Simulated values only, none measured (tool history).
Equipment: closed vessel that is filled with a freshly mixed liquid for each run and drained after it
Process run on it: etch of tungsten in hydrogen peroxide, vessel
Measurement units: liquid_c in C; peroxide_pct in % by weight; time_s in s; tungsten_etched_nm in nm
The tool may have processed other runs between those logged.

run	hour	liquid_c	peroxide_pct	time_s	tungsten_etched_nm
1	0.0	49.0	16.0	40	24.113
2	5.0	51.5	16.0	40	28.183
3	10.4	55.5	16.0	40	36.350
4	17.5	54.0	16.0	40	33.115
5	25.1	53.0	16.0	40	30.858
# hour 33.7: thermometer replaced
6	33.7	53.0	13.5	40	32.969
7	36.3	52.0	13.5	40	31.028

The next listed run, before its measurement:
8	41.7	51.0	13.5	40	?

Run 8 yielded tungsten_etched_nm 29.181 nm.
